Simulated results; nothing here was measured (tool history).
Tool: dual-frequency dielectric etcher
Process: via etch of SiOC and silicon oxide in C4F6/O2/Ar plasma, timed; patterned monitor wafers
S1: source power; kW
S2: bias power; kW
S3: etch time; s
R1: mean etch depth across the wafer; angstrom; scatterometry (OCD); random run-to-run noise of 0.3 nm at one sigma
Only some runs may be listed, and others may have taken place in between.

Run 1, hour 0: S1 0.31 kW, S2 0.124 kW, S3 71 s. Result: R1 613.76 angstrom.
Run 2, hour 8.8: S1 0.28 kW, S2 0.116 kW, S3 71 s. Result: R1 566.18 angstrom.
Run 3, hour 9.7: S1 0.26 kW, S2 0.113 kW, S3 71 s. Result: R1 542.42 angstrom.
Run 4, hour 11.7: S1 0.25 kW, S2 0.111 kW, S3 71 s. Result: R1 532.72 angstrom.
Run 5, hour 16.8: S1 0.25 kW, S2 0.111 kW, S3 74.5 s. Result: R1 550.99 angstrom.
Run 6, hour 18.3: S1 0.24 kW, S2 0.108 kW, S3 74.5 s. Result: R1 538.46 angstrom.
Run 7, hour 21.2: S1 0.23 kW, S2 0.106 kW, S3 74.5 s. Result: R1 528.09 angstrom.

The next listed run, before its measurement:
Run 8, hour 27.9: S1 0.22 kW, S2 0.104 kW, S3 74.5 s. Result: R1 ?.

{"run 8": {"R1": 517.36}}

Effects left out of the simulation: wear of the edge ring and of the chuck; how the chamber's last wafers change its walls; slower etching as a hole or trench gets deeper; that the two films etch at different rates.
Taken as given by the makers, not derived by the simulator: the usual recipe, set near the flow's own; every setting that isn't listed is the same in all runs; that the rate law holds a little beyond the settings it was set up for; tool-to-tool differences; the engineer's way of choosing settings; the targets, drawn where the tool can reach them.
